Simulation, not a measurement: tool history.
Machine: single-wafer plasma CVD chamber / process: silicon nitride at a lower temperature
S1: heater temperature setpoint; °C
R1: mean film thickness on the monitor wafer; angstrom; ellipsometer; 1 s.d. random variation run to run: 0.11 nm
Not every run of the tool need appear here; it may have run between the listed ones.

{"run": 1, "hour": 0.0, "S1": 350, "chamber pressure (Torr)": 1.86, "RF power (kW)": 0.295, "deposition time (s)": 15.1, "R1": 183.83}
{"run": 2, "hour": 2.3, "S1": 350, "chamber pressure (Torr)": 1.62, "RF power (kW)": 0.295, "deposition time (s)": 15.1, "R1": 177.22}
{"run": 3, "hour": 7.5, "S1": 350, "chamber pressure (Torr)": 1.77, "RF power (kW)": 0.3, "deposition time (s)": 15.1, "R1": 182.39}
{"run": 4, "hour": 14.1, "S1": 350, "chamber pressure (Torr)": 1.77, "RF power (kW)": 0.3, "deposition time (s)": 15.1, "R1": 182.11}
{"run": 5, "hour": 15.0, "S1": 350, "chamber pressure (Torr)": 1.5, "RF power (kW)": 0.3, "deposition time (s)": 15.1, "R1": 173.54}
{"run": 6, "hour": 18.4, "S1": 350, "chamber pressure (Torr)": 1.5, "RF power (kW)": 0.33, "deposition time (s)": 15.1, "R1": 180.08}
{"run": 7, "hour": 26.6, "S1": 350, "chamber pressure (Torr)": 1.62, "RF power (kW)": 0.335, "deposition time (s)": 15.1, "R1": 188.57}

What will run 8 give?
{"run": 8, "hour": 30.9, "S1": 350, "chamber pressure (Torr)": 1.69, "RF power (kW)": 0.335, "deposition time (s)": 15.1, "R1": "?"}

Logged for run 8: R1 189.98 angstrom.
